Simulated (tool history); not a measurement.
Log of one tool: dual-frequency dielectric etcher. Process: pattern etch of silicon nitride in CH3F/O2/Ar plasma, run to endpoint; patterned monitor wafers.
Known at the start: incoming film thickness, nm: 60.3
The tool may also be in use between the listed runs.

{"run": 1, "hour": 0.0, "source power (kW)": 0.29, "bias power (kW)": 0.102, "endpoint time (s)": 84.313}
{"run": 2, "hour": 2.8, "source power (kW)": 0.34, "bias power (kW)": 0.102, "endpoint time (s)": 78.166}
{"run": 3, "hour": 11.5, "source power (kW)": 0.35, "bias power (kW)": 0.106, "endpoint time (s)": 76.496}
{"run": 4, "hour": 19.7, "source power (kW)": 0.36, "bias power (kW)": 0.11, "endpoint time (s)": 74.08}
{"run": 5, "hour": 24.4, "source power (kW)": 0.37, "bias power (kW)": 0.112, "endpoint time (s)": 72.752}
{"run": 6, "hour": 25.7, "source power (kW)": 0.38, "bias power (kW)": 0.114, "endpoint time (s)": 71.124}

Estimate the outcome of run 7 from the log above:
{"run": 7, "hour": 33.7, "source power (kW)": 0.38, "bias power (kW)": 0.116, "endpoint time (s)": "?"}

endpoint time (s): 71.220
